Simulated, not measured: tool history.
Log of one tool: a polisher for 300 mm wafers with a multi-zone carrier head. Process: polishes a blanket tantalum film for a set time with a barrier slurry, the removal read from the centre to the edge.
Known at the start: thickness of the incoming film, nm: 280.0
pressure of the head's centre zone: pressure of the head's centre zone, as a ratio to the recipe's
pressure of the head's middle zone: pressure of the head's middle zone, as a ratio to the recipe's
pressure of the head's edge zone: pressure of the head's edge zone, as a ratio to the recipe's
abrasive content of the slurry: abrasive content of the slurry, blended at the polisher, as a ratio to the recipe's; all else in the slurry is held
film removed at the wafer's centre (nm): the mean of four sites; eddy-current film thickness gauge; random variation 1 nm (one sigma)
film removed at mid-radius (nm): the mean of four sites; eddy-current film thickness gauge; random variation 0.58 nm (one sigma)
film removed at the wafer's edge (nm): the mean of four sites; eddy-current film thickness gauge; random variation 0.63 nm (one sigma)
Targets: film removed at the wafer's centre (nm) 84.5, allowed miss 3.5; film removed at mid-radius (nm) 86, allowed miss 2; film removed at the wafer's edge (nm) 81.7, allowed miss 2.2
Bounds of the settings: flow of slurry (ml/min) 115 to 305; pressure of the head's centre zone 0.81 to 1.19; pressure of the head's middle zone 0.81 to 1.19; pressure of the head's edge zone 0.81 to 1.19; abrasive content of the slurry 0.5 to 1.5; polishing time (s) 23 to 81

run	hour	flow of slurry (ml/min)	pressure of the head's centre zone	pressure of the head's middle zone	pressure of the head's edge zone	abrasive content of the slurry	polishing time (s)	film removed at the wafer's centre (nm)	film removed at mid-radius (nm)	film removed at the wafer's edge (nm)
1	0	195	1	1	1	1	52	91.748	93.239	91.978
2	3.5	195	1	1	1	1	43	77.407	77.597	77.023
3	9.3	205	1	1.01	1	1	43	77.829	78.094	77.084
4	11.5	205	1.05	1.01	1	1	43	79.398	78.207	76.317
5	15	185	1.05	1.01	1	1	43	81.088	77.722	77.056
6	19.2	185	1.05	1.02	1.01	1	43	80.619	78.87	76.368
7	20.7	185	1.05	1.02	1.02	1	43	78.631	77.618	76.258
8	24.8	190	1.05	1.02	1.02	1	43	79.141	77.901	76.969
9	28	190	1.05	1.03	1.02	1	43	78.5	79.581	76.86

Which of these 4 next moves meets every target?
A	31.2	255	0.89	1.19	1.17	0.85	43	?	?	?
B	31.2	190	1.08	1.07	1.05	1.2	43	?	?	?
C	31.2	175	1.03	1.02	1.13	0.85	47	?	?	?
D	31.2	180	1.14	1.07	0.92	1	44	?	?	?

move	film removed at the wafer's centre (nm)	film removed at mid-radius (nm)	film removed at the wafer's edge (nm)
A	68.082	89.358	80.759
B	86.017	85.686	81.026
C	82.044	82.375	84.385
D	88.52	83.678	74.401
A: takes the result that was furthest off past its target
B: meets every target
C: nearer than the last run, and not there yet
D: as far off as the last run
Move B is the one to make.

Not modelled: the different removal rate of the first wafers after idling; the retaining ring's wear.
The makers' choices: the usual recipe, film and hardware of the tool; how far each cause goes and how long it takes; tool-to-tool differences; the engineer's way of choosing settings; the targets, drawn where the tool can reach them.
